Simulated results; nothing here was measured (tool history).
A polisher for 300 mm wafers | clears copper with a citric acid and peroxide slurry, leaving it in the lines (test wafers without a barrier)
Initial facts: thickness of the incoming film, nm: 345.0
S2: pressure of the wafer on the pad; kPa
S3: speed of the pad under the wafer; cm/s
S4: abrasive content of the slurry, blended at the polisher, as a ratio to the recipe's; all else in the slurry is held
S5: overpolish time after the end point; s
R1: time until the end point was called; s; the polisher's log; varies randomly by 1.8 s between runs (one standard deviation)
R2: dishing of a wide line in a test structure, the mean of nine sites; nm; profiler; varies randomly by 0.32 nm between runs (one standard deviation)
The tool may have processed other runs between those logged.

{"run": 1, "day": 0.0, "flow of slurry (ml/min)": 195, "S2": 16.5, "S3": 138, "S4": 1.0, "S5": 13, "R1": 165.07, "R2": 18.796}
{"run": 2, "day": 0.025, "flow of slurry (ml/min)": 195, "S2": 16.5, "S3": 138, "S4": 1.15, "S5": 13, "R1": 159.62, "R2": 20.179}
{"run": 3, "day": 0.288, "flow of slurry (ml/min)": 190, "S2": 19.3, "S3": 142, "S4": 1.05, "S5": 11, "R1": 138.18, "R2": 19.531}
{"run": 4, "day": 0.371, "flow of slurry (ml/min)": 190, "S2": 17.9, "S3": 142, "S4": 1.05, "S5": 11, "R1": 147.93, "R2": 18.123}
{"run": 5, "day": 0.508, "flow of slurry (ml/min)": 185, "S2": 20.0, "S3": 146, "S4": 1.0, "S5": 9, "R1": 128.12, "R2": 16.584}
{"run": 6, "day": 0.821, "flow of slurry (ml/min)": 185, "S2": 15.9, "S3": 146, "S4": 1.0, "S5": 9, "R1": 162.56, "R2": 13.53}
{"run": 7, "day": 1.108, "flow of slurry (ml/min)": 185, "S2": 18.6, "S3": 150, "S4": 0.95, "S5": 8, "R1": 141.92, "R2": 14.343}

What will run 8 give?
{"run": 8, "day": 1.45, "flow of slurry (ml/min)": 190, "S2": 22.8, "S3": 158, "S4": 0.95, "S5": 6, "R1": "?", "R2": "?"}

Run 8 yielded R1 108.66 s, R2 13.779 nm.

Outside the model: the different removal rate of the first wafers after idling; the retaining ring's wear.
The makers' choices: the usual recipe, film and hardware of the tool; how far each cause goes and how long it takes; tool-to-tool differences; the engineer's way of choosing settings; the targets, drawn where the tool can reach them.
